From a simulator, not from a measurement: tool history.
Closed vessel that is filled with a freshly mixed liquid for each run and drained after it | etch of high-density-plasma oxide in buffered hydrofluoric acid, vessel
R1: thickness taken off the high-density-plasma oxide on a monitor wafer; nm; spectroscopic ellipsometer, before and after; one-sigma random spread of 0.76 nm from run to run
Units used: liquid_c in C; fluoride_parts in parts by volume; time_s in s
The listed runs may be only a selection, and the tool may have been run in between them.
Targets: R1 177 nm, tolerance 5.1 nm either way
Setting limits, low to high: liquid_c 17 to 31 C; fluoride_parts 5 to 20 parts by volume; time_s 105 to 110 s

{"run": 1, "hour": 0.0, "liquid_c": 23, "fluoride_parts": 12, "time_s": 105, "R1": 137.78}
{"run": 2, "hour": 1.4, "liquid_c": 23, "fluoride_parts": 8.5, "time_s": 105, "R1": 188.59}
{"run": 3, "hour": 6.4, "liquid_c": 22.5, "fluoride_parts": 8.5, "time_s": 105, "R1": 182.68}
{"run": 4, "hour": 13.1, "liquid_c": 22.5, "fluoride_parts": 5.5, "time_s": 105, "R1": 279.14}
{"run": 5, "hour": 18.3, "liquid_c": 21, "fluoride_parts": 6, "time_s": 105, "R1": 235.39}
{"run": 6, "hour": 24.1, "liquid_c": 19.5, "fluoride_parts": 6, "time_s": 105, "R1": 216.01}
{"run": 7, "hour": 26.0, "liquid_c": 19, "fluoride_parts": 6, "time_s": 105, "R1": 211.9}
{"run": 8, "hour": 33.5, "liquid_c": 17, "fluoride_parts": 7, "time_s": 105, "R1": 165.05}
{"run": 9, "hour": 39.8, "liquid_c": 17.5, "fluoride_parts": 7, "time_s": 105, "R1": 169.11}

Which one of the following 4 next-run settings gets every result inside its allowed miss? There is exactly one.
{"run": "A", "hour": 46.1, "liquid_c": 18, "fluoride_parts": 7.5, "time_s": 105, "R1": "?"}
{"run": "B", "hour": 46.1, "liquid_c": 17.5, "fluoride_parts": 8, "time_s": 110, "R1": "?"}
{"run": "C", "hour": 46.1, "liquid_c": 17.5, "fluoride_parts": 7.5, "time_s": 105, "R1": "?"}
{"run": "D", "hour": 46.1, "liquid_c": 17.5, "fluoride_parts": 7, "time_s": 110, "R1": "?"}

move=A R1=162.92
move=B R1=154.71
move=C R1=158.36
move=D R1=178.74
A: lands further from the targets than the last run did
B: lands further from the targets than the last run did
C: lands further from the targets than the last run did
D: all results in spec
D is the move that brings every result within its allowed miss.
